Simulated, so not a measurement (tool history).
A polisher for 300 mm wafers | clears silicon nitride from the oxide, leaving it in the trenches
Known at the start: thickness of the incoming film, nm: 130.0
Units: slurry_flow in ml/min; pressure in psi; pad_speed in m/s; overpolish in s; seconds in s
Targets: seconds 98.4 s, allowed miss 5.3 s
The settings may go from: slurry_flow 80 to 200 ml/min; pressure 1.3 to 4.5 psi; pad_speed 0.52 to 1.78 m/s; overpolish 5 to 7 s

run,hour,slurry_flow,pressure,pad_speed,overpolish,seconds
1,0,130,2.9,1.14,7,137.61
2,6,160,2.9,1.14,7,134.21
3,7.1,160,3.1,1.16,7,120.74
4,8,160,3.2,1.16,7,119.91
5,13.3,160,3.2,1.16,7,118.76
6,16,160,2.8,1.16,7,134.56
7,22.5,160,3.1,1.18,7,120.36
8,30.1,160,3.3,1.18,7,116.19
9,33.4,160,3.5,1.2,7,106.12

5 next moves are on the table. One of them brings every result within its allowed miss. Which?
A,36.7,160,3.8,1.36,5,?
B,36.7,160,3.5,1.64,5,?
C,36.7,155,3,1.36,5,?
D,36.7,195,3.6,1.22,5,?
E,36.7,175,3,1.28,7,?

move,seconds
A,90.902
B,85.324
C,115.08
D,100.69
E,117.96
A: takes the result that was furthest off past its target
B: takes the result that was furthest off past its target
C: further off than the last run
D: meets every target
E: further off than the last run
Move D is the one to make.
